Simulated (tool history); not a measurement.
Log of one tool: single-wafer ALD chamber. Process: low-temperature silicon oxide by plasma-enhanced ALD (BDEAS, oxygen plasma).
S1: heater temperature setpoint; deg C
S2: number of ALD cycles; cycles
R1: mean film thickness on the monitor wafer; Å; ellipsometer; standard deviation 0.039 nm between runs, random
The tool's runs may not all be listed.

Run 1, hour 0.0: S1 90 deg C, S2 54 cycles. Result: R1 78.964 Å.
Run 2, hour 6.3: S1 99 deg C, S2 54 cycles. Result: R1 76.330 Å.
Run 3, hour 9.6: S1 108 deg C, S2 54 cycles. Result: R1 75.230 Å.
Run 4, hour 16.5: S1 101 deg C, S2 56 cycles. Result: R1 78.897 Å.
Run 5, hour 20.1: S1 101 deg C, S2 51 cycles. Result: R1 71.802 Å.
Run 6, hour 24.5: S1 92 deg C, S2 51 cycles. Result: R1 73.806 Å.
Run 7, hour 27.0: S1 87 deg C, S2 53 cycles. Result: R1 77.389 Å.

Predict the results of run 8:
Run 8, hour 29.5: S1 83 deg C, S2 55 cycles. Result: R1 ?.

R1: 81.835 Å

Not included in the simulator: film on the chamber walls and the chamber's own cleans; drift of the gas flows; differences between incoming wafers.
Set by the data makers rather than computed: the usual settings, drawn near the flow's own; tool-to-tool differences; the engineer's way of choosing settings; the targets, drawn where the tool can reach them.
